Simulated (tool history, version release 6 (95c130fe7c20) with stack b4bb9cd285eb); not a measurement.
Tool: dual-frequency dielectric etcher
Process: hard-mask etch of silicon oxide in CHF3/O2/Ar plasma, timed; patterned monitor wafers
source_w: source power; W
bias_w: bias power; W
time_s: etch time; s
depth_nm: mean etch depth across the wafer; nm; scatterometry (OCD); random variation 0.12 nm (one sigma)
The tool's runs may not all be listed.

run,hour,source_w,bias_w,time_s,depth_nm
1,0,550,223,24.5,47.314
2,7.8,520,219,24.5,46.315
3,10,500,214,24.5,45.364
4,11.4,480,210,24.5,44.716
5,19.8,460,205,24.5,43.533
6,26.7,460,205,24.5,43.591
7,30.6,440,203,24.5,42.818
8,32.6,430,201,24.5,42.431
9,37.8,420,200,24.5,42.131
10,44.5,410,199,24.5,41.752
11,52.2,400,198,24.5,41.655

The next listed run, before its measurement:
12,54.8,390,196,24.5,?

Run 12 gave depth_nm 41.187 nm.
